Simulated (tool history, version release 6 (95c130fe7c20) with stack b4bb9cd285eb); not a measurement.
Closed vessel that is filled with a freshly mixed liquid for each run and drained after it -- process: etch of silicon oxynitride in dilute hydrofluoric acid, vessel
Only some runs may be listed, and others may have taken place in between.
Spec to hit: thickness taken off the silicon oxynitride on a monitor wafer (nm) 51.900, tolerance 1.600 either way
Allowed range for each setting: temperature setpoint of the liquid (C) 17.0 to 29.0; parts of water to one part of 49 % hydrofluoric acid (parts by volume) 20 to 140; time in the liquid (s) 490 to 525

run	hour	temperature setpoint of the liquid (C)	parts of water to one part of 49 % hydrofluoric acid (parts by volume)	time in the liquid (s)	thickness taken off the silicon oxynitride on a monitor wafer (nm)
1	0.0	21.0	75	490	22.325
2	3.9	22.5	70	490	26.371
3	7.4	25.5	70	490	29.899
4	11.4	26.0	65	490	33.392
5	18.7	26.0	80	490	26.710
6	23.7	26.0	80	490	26.303
7	25.1	26.5	75	490	29.086
8	27.8	27.0	70	490	31.914
9	32.8	29.0	40	490	63.898
10	39.1	28.5	40	490	60.763
11	43.7	28.0	40	490	60.628
12	45.4	27.5	40	490	59.630
13	52.4	27.0	40	490	56.923
14	58.6	27.0	40	490	57.283
15	66.2	26.5	40	490	56.081
16	66.7	26.0	40	490	55.248

Below are 5 possible settings for the next run. Only one of them brings all results inside the allowed miss of their targets. Which is it?
A	67.2	28.5	45	490	?
B	67.2	25.0	40	520	?
C	67.2	26.0	40	520	?
D	67.2	20.5	35	525	?
E	67.2	23.5	35	510	?

move	thickness taken off the silicon oxynitride on a monitor wafer (nm)
A	54.857
B	55.517
C	58.303
D	51.306
E	57.980
A: an improvement on the last run, though not all results are within tolerance
B: misses by more than the last run did
C: misses by more than the last run did
D: every result lands within tolerance
E: misses by more than the last run did
Answer: D

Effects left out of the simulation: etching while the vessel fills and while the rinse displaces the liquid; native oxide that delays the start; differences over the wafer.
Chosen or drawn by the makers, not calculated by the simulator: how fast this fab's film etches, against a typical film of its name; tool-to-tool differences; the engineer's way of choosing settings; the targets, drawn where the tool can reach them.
